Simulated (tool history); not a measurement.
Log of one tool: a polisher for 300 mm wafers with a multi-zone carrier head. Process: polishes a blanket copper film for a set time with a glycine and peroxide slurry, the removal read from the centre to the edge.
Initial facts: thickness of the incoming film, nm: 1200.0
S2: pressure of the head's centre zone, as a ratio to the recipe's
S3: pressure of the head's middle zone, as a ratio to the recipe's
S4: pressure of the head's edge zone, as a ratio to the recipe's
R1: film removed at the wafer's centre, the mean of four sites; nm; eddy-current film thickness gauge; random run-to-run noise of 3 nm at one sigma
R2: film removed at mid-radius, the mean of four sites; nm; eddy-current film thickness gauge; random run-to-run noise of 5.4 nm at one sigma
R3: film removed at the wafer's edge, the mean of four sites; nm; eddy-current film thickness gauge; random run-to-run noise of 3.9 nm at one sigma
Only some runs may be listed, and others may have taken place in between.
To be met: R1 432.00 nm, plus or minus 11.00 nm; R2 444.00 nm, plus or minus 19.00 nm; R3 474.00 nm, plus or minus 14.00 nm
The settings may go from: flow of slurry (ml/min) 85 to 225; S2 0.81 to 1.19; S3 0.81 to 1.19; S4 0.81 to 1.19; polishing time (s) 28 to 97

run 1 hour=0.0 | flow_of_slurry_(ml/min)=145 S2=1.00 S3=1.00 S4=1.00 polishing_time_(s)=62 | R1=317.83 R2=329.63 R3=303.03
run 2 hour=3.0 | flow_of_slurry_(ml/min)=145 S2=1.00 S3=1.05 S4=1.00 polishing_time_(s)=62 | R1=319.29 R2=340.58 R3=301.65
run 3 hour=5.3 | flow_of_slurry_(ml/min)=150 S2=0.99 S3=1.01 S4=1.06 polishing_time_(s)=68 | R1=351.90 R2=370.31 R3=341.03
run 4 hour=6.5 | flow_of_slurry_(ml/min)=150 S2=0.99 S3=0.95 S4=1.06 polishing_time_(s)=68 | R1=351.76 R2=349.85 R3=341.43
run 5 hour=8.6 | flow_of_slurry_(ml/min)=150 S2=0.96 S3=0.93 S4=1.10 polishing_time_(s)=73 | R1=367.80 R2=371.33 R3=372.08
run 6 hour=10.2 | flow_of_slurry_(ml/min)=150 S2=0.96 S3=0.93 S4=1.10 polishing_time_(s)=61 | R1=308.58 R2=299.92 R3=310.59
run 7 hour=14.7 | flow_of_slurry_(ml/min)=150 S2=0.96 S3=0.93 S4=1.10 polishing_time_(s)=61 | R1=308.13 R2=300.66 R3=309.38
run 8 hour=22.8 | flow_of_slurry_(ml/min)=145 S2=0.95 S3=0.92 S4=1.12 polishing_time_(s)=69 | R1=345.72 R2=340.44 R3=353.30
run 9 hour=24.6 | flow_of_slurry_(ml/min)=145 S2=0.93 S3=0.91 S4=1.14 polishing_time_(s)=74 | R1=358.17 R2=364.32 R3=379.88
run 10 hour=32.4 | flow_of_slurry_(ml/min)=155 S2=0.92 S3=0.90 S4=1.16 polishing_time_(s)=78 | R1=381.75 R2=374.31 R3=409.21
run 11 hour=35.0 | flow_of_slurry_(ml/min)=180 S2=0.89 S3=0.98 S4=1.19 polishing_time_(s)=87 | R1=422.05 R2=463.11 R3=467.05

Pick the move, out of 4, that brings all results within their allowed miss; only one does.
run A hour=37.6 | flow_of_slurry_(ml/min)=160 S2=0.94 S3=1.00 S4=1.15 polishing_time_(s)=83 | R1=? R2=? R3=?
run B hour=37.6 | flow_of_slurry_(ml/min)=155 S2=0.89 S3=0.91 S4=1.18 polishing_time_(s)=85 | R1=? R2=? R3=?
run C hour=37.6 | flow_of_slurry_(ml/min)=190 S2=0.91 S3=0.83 S4=1.19 polishing_time_(s)=85 | R1=? R2=? R3=?
run D hour=37.6 | flow_of_slurry_(ml/min)=225 S2=0.89 S3=0.92 S4=1.19 polishing_time_(s)=86 | R1=? R2=? R3=?

move=A R1=413.93 R2=438.72 R3=435.08
move=B R1=401.75 R2=413.11 R3=450.07
move=C R1=423.74 R2=394.90 R3=462.72
move=D R1=431.43 R2=444.83 R3=475.36
A: corrects the largest miss of the last run, while another result sits out of spec
B: pushes the last run's worst result past its target
C: pushes the last run's worst result past its target
D: every result lands within tolerance
So the answer is move D, the one that meets all the targets.

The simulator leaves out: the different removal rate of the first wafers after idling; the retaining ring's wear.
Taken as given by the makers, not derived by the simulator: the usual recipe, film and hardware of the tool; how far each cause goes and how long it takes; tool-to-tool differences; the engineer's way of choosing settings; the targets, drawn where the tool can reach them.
